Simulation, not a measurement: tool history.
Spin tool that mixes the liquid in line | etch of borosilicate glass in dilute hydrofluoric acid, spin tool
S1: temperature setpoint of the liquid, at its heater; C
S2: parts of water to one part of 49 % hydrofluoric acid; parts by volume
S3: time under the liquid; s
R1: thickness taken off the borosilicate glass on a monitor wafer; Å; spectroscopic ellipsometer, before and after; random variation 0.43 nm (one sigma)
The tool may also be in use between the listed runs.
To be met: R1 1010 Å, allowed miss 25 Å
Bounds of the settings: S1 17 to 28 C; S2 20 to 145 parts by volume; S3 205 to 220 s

{"run": 1, "day": 0.0, "S1": 20, "S2": 80, "S3": 205, "R1": 692.35}
{"run": 2, "day": 0.312, "S1": 20, "S2": 70, "S3": 205, "R1": 798.58}
{"run": 3, "day": 0.521, "S1": 20, "S2": 90, "S3": 205, "R1": 611.37}
{"run": 4, "day": 0.775, "S1": 17.5, "S2": 90, "S3": 205, "R1": 547.8}
{"run": 5, "day": 1.058, "S1": 17.5, "S2": 90, "S3": 220, "R1": 587.52}
{"run": 6, "day": 1.329, "S1": 17.5, "S2": 70, "S3": 220, "R1": 770.63}
{"run": 7, "day": 1.512, "S1": 18, "S2": 70, "S3": 220, "R1": 788.57}
{"run": 8, "day": 1.75, "S1": 18.5, "S2": 70, "S3": 220, "R1": 804.58}
{"run": 9, "day": 1.867, "S1": 19, "S2": 70, "S3": 220, "R1": 827.47}
{"run": 10, "day": 2.079, "S1": 19.5, "S2": 70, "S3": 220, "R1": 837.08}
{"run": 11, "day": 2.329, "S1": 20, "S2": 70, "S3": 220, "R1": 867.04}
{"run": 12, "day": 2.362, "S1": 20.5, "S2": 70, "S3": 220, "R1": 880.36}
{"run": 13, "day": 2.525, "S1": 21, "S2": 70, "S3": 220, "R1": 898.47}

Which of these 4 next moves meets every target?
{"run": "A", "day": 2.688, "S1": 23, "S2": 75, "S3": 210, "R1": "?"}
{"run": "B", "day": 2.688, "S1": 17, "S2": 65, "S3": 205, "R1": "?"}
{"run": "C", "day": 2.688, "S1": 18, "S2": 65, "S3": 205, "R1": "?"}
{"run": "D", "day": 2.688, "S1": 19, "S2": 55, "S3": 210, "R1": "?"}

move=A R1=862.48
move=B R1=764.44
move=C R1=797.96
move=D R1=1019.8
A: further off than the last run
B: further off than the last run
C: further off than the last run
D: meets every target
Move D is the one to make.
